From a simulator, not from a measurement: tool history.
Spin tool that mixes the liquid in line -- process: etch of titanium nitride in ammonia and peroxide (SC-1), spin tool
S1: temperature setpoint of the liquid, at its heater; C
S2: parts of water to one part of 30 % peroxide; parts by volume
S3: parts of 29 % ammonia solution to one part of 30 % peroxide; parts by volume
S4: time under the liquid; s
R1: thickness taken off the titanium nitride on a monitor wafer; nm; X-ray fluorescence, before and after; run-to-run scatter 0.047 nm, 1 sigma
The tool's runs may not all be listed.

run  hour    S1  S2    S3   S4      R1
  1     0    52  20  0.85  195  7.8806
  2     8  51.5  20  0.85  195  7.5331
  3  15.6  51.5  20     1  195  7.7846
  4  22.5  54.5  20     1  195  9.6935
  5  29.4  53.5  20     1  195  9.0502
  6  30.9  60.5  20     1  195  14.343
  7  39.7    58  20     1  195  12.112
  8  43.7    58  20     1  195  12.258
  9  48.7    58  20     1  195  12.204
 10  52.2    56  20     1  195  10.635
 11  53.5  54.5  20     1  195  9.6584
 12  56.8  53.5  20     1  195  9.0346

Run 13 has not been measured yet. What should we expect?
 13  63.8  52.5  20   1  195   ?

Run 13 gave R1 8.4336 nm.

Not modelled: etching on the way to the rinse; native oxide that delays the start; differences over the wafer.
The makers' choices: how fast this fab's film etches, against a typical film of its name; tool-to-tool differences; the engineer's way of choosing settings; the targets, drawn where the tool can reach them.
